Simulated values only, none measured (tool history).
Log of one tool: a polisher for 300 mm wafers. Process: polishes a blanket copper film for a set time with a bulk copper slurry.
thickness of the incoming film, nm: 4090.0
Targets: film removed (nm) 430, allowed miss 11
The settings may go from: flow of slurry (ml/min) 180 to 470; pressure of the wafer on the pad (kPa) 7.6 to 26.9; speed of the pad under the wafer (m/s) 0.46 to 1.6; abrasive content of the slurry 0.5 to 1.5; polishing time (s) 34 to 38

run	hour	flow of slurry (ml/min)	pressure of the wafer on the pad (kPa)	speed of the pad under the wafer (m/s)	abrasive content of the slurry	polishing time (s)	film removed (nm)
1	0	300	17.2	1.02	1	38	310.42
2	5	330	17.2	1.02	1	38	309.42
3	10.9	330	18.6	1.02	1	38	332.62
4	11.8	400	18.6	1.02	1	38	343.25
5	16.5	400	15.9	1.02	1	38	293.48
6	24.8	400	17.2	1.02	1	38	316.62
7	33.8	400	18.6	1.02	1	38	339.17
8	39.5	400	19.3	1.02	1	38	356.88
9	43.3	405	22.8	1.02	1	38	412.52

4 next moves are on the table. One of them brings every result within its allowed miss. Which?
A	47.1	450	17.2	1.48	1.15	35	?
B	47.1	445	20	1.16	0.8	38	?
C	47.1	440	21.4	1	1.1	38	?
D	47.1	380	24.8	0.98	1.05	34	?

move	film removed (nm)
A	432.6
B	400.65
C	391.34
D	390
A: meets every target
B: further off than the last run
C: further off than the last run
D: further off than the last run
The right move is A.

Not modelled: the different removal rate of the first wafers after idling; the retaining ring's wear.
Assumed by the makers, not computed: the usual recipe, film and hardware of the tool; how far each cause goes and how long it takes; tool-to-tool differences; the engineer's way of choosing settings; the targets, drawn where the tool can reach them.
